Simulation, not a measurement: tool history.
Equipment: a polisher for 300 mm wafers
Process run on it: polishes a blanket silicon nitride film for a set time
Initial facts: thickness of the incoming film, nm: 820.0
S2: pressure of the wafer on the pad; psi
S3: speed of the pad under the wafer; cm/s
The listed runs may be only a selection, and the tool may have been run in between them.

{"run": 1, "day": 0.0, "flow of slurry (ml/min)": 240, "S2": 4.8, "S3": 134, "polishing time (s)": 56, "film removed (nm)": 150.55}
{"run": 2, "day": 0.025, "flow of slurry (ml/min)": 240, "S2": 4.8, "S3": 118, "polishing time (s)": 56, "film removed (nm)": 137.6}
{"run": 3, "day": 0.142, "flow of slurry (ml/min)": 240, "S2": 4.4, "S3": 118, "polishing time (s)": 56, "film removed (nm)": 126.01}
{"run": 4, "day": 0.358, "flow of slurry (ml/min)": 240, "S2": 4.1, "S3": 118, "polishing time (s)": 56, "film removed (nm)": 118.26}
{"run": 5, "day": 0.525, "flow of slurry (ml/min)": 240, "S2": 4.1, "S3": 118, "polishing time (s)": 51, "film removed (nm)": 107.2}
{"run": 6, "day": 0.892, "flow of slurry (ml/min)": 240, "S2": 4, "S3": 118, "polishing time (s)": 51, "film removed (nm)": 106.29}
{"run": 7, "day": 1.017, "flow of slurry (ml/min)": 240, "S2": 3.9, "S3": 118, "polishing time (s)": 51, "film removed (nm)": 100.79}

Run 8 has not been measured yet. What should we expect?
{"run": 8, "day": 1.35, "flow of slurry (ml/min)": 240, "S2": 3.8, "S3": 118, "polishing time (s)": 51, "film removed (nm)": "?"}

Run 8 came out at film removed (nm) 101.35.
